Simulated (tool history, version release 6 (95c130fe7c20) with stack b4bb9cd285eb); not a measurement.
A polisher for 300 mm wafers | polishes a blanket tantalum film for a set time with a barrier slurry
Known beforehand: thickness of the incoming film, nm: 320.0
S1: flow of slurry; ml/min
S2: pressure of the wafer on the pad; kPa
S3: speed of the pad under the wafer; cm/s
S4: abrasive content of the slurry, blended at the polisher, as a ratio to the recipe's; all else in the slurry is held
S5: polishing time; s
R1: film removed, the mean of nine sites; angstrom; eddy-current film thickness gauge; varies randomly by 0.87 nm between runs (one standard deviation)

run  hour   S1    S2   S3  S4  S5      R1
  1     0  215  15.9  124   1  51  1038.6
  2   6.6  165  15.9  124   1  51  986.28
  3  14.7  165  14.5  124   1  51  918.73
  4  22.6  165  13.8  124   1  51  858.02
  5  23.6  165  13.1  124   1  51  838.65
  6    32  165  15.9  124   1  51  973.84
  7  37.3  160  14.5  124   1  51  909.56
  8  45.1  160  13.8  124   1  51  870.99

Run 9 has not been measured yet. What should we expect?
  9  51.5  160  13.1  124   1  51   ?

Logged for run 9: R1 827.85 angstrom.
